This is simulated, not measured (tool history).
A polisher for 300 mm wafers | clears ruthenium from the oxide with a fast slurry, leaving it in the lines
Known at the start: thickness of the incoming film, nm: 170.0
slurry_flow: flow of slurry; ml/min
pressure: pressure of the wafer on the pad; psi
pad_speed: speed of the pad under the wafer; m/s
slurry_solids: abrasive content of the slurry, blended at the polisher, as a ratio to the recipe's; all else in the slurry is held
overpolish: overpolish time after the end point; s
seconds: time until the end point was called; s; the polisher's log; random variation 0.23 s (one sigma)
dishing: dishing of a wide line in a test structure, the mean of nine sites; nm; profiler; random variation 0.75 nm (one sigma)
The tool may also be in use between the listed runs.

Run 1, hour 0: slurry_flow 135 ml/min, pressure 3.1 psi, pad_speed 1.26 m/s, slurry_solids 1, overpolish 13 s. Result: seconds 29.671 s, dishing 60.633 nm.
Run 2, hour 6.1: slurry_flow 140 ml/min, pressure 3.2 psi, pad_speed 1.26 m/s, slurry_solids 1, overpolish 11 s. Result: seconds 28.393 s, dishing 52.898 nm.
Run 3, hour 11.7: slurry_flow 145 ml/min, pressure 3.3 psi, pad_speed 1.26 m/s, slurry_solids 1, overpolish 10 s. Result: seconds 28.153 s, dishing 51.731 nm.
Run 4, hour 15.1: slurry_flow 130 ml/min, pressure 3.4 psi, pad_speed 1.28 m/s, slurry_solids 1, overpolish 9 s. Result: seconds 27.969 s, dishing 47.042 nm.
Run 5, hour 19.4: slurry_flow 130 ml/min, pressure 3.5 psi, pad_speed 1.28 m/s, slurry_solids 1, overpolish 8 s. Result: seconds 27.674 s, dishing 41.746 nm.
Run 6, hour 27.3: slurry_flow 130 ml/min, pressure 3.5 psi, pad_speed 1.28 m/s, slurry_solids 1, overpolish 4 s. Result: seconds 27.191 s, dishing 22.457 nm.

The next listed run, before its measurement:
Run 7, hour 36: slurry_flow 135 ml/min, pressure 3.5 psi, pad_speed 1.28 m/s, slurry_solids 1, overpolish 4 s. Result: seconds ?, dishing ?.

{"run 7": {"seconds": 26.762, "dishing": 22.657}}

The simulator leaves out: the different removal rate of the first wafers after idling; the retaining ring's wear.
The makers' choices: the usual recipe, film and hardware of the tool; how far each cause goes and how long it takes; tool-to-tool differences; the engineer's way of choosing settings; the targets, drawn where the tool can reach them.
